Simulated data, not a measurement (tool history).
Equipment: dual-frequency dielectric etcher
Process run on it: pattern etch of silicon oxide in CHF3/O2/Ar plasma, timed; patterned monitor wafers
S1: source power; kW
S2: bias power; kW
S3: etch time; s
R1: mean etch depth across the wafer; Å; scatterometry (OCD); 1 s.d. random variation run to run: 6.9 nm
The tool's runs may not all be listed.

run 1 day=0 | S1=0.57 S2=0.219 S3=793 | R1=17537
run 2 day=0.054 | S1=0.53 S2=0.217 S3=793 | R1=17273
run 3 day=0.212 | S1=0.53 S2=0.252 S3=793 | R1=17950
run 4 day=0.371 | S1=0.53 S2=0.284 S3=793 | R1=18663
run 5 day=0.4 | S1=0.49 S2=0.268 S3=793 | R1=17907
run 6 day=0.533 | S1=0.46 S2=0.254 S3=793 | R1=17343
run 7 day=0.867 | S1=0.44 S2=0.241 S3=793 | R1=17057

What does the tool deliver on the next run?
run 8 day=1.133 | S1=0.42 S2=0.227 S3=793 | R1=?

R1: 16365 Å
